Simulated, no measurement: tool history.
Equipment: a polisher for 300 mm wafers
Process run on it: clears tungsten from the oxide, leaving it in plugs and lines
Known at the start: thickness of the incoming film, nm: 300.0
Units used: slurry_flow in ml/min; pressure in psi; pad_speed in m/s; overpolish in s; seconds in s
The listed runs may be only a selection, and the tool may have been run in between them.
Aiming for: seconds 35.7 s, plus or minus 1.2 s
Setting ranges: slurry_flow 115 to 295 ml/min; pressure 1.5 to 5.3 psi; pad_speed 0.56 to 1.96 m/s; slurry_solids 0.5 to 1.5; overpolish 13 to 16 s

{"run": 1, "day": 0.0, "slurry_flow": 190, "pressure": 3.4, "pad_speed": 1.26, "slurry_solids": 1, "overpolish": 16, "seconds": 62.632}
{"run": 2, "day": 0.225, "slurry_flow": 195, "pressure": 3.8, "pad_speed": 1.26, "slurry_solids": 1, "overpolish": 16, "seconds": 56.037}
{"run": 3, "day": 0.388, "slurry_flow": 195, "pressure": 4.1, "pad_speed": 1.26, "slurry_solids": 1, "overpolish": 16, "seconds": 52.037}
{"run": 4, "day": 0.721, "slurry_flow": 195, "pressure": 4.4, "pad_speed": 1.28, "slurry_solids": 1, "overpolish": 16, "seconds": 47.596}
{"run": 5, "day": 0.838, "slurry_flow": 200, "pressure": 4.6, "pad_speed": 1.3, "slurry_solids": 1, "overpolish": 16, "seconds": 44.732}
{"run": 6, "day": 1.096, "slurry_flow": 200, "pressure": 4.7, "pad_speed": 1.32, "slurry_solids": 1, "overpolish": 16, "seconds": 44.233}
{"run": 7, "day": 1.275, "slurry_flow": 200, "pressure": 4.8, "pad_speed": 1.34, "slurry_solids": 1, "overpolish": 16, "seconds": 41.666}
{"run": 8, "day": 1.421, "slurry_flow": 200, "pressure": 4.9, "pad_speed": 1.34, "slurry_solids": 1, "overpolish": 16, "seconds": 40.619}
{"run": 9, "day": 1.504, "slurry_flow": 200, "pressure": 5, "pad_speed": 1.34, "slurry_solids": 1, "overpolish": 16, "seconds": 40.21}
{"run": 10, "day": 1.567, "slurry_flow": 200, "pressure": 5, "pad_speed": 1.34, "slurry_solids": 1, "overpolish": 16, "seconds": 40.424}
{"run": 11, "day": 1.708, "slurry_flow": 200, "pressure": 5.1, "pad_speed": 1.36, "slurry_solids": 1, "overpolish": 16, "seconds": 39.562}
{"run": 12, "day": 2.025, "slurry_flow": 205, "pressure": 5.1, "pad_speed": 1.38, "slurry_solids": 1, "overpolish": 16, "seconds": 38.31}
{"run": 13, "day": 2.171, "slurry_flow": 205, "pressure": 5.2, "pad_speed": 1.4, "slurry_solids": 1, "overpolish": 16, "seconds": 37.516}

Of the 5 settings listed for the next run, only one would bring every result within its allowed miss of target. Which one?
{"run": "A", "day": 2.317, "slurry_flow": 130, "pressure": 5.3, "pad_speed": 1.56, "slurry_solids": 0.85, "overpolish": 13, "seconds": "?"}
{"run": "B", "day": 2.317, "slurry_flow": 220, "pressure": 5.3, "pad_speed": 1.58, "slurry_solids": 0.85, "overpolish": 16, "seconds": "?"}
{"run": "C", "day": 2.317, "slurry_flow": 190, "pressure": 4.7, "pad_speed": 1.62, "slurry_solids": 1.45, "overpolish": 13, "seconds": "?"}
{"run": "D", "day": 2.317, "slurry_flow": 200, "pressure": 5.3, "pad_speed": 1.5, "slurry_solids": 1.05, "overpolish": 13, "seconds": "?"}
{"run": "E", "day": 2.317, "slurry_flow": 235, "pressure": 5.3, "pad_speed": 1.6, "slurry_solids": 0.85, "overpolish": 13, "seconds": "?"}

move=A seconds=35.706
move=B seconds=33.131
move=C seconds=32.272
move=D seconds=33.421
move=E seconds=32.51
A: all results in spec
B: takes the result that was furthest off past its target
C: takes the result that was furthest off past its target
D: takes the result that was furthest off past its target
E: takes the result that was furthest off past its target
So the answer is move A, the one that meets all the targets.
